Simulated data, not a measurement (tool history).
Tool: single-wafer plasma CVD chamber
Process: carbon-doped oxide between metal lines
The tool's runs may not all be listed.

| run | hour | heater temperature setpoint (K) | chamber pressure (Pa) | RF power (kW) | deposition time (s) | mean film thickness on the monitor wafer (angstrom) |
|---|---|---|---|---|---|---|
| 1 | 0.0 | 608.15 | 760 | 0.450 | 22.0 | 1083.7 |
| 2 | 3.6 | 608.15 | 880 | 0.450 | 22.0 | 1094.9 |
| 3 | 7.3 | 608.15 | 824 | 0.450 | 22.0 | 1085.5 |
| 4 | 11.1 | 608.15 | 824 | 0.490 | 22.0 | 1158.9 |
| 5 | 12.8 | 607.15 | 828 | 0.490 | 22.0 | 1144.6 |
| 6 | 14.0 | 616.15 | 828 | 0.490 | 22.0 | 1126.9 |
| 7 | 14.8 | 615.15 | 835 | 0.495 | 22.0 | 1131.8 |
| 8 | 21.1 | 614.15 | 840 | 0.500 | 22.0 | 1138.8 |
| 9 | 28.8 | 613.15 | 844 | 0.505 | 22.0 | 1157.4 |

Estimate the outcome of run 10 from the log above:
| 10 | 37.4 | 613.15 | 844 | 0.505 | 22.0 | ? |

For run 10 the tool returned mean film thickness on the monitor wafer (angstrom) 1160.2.

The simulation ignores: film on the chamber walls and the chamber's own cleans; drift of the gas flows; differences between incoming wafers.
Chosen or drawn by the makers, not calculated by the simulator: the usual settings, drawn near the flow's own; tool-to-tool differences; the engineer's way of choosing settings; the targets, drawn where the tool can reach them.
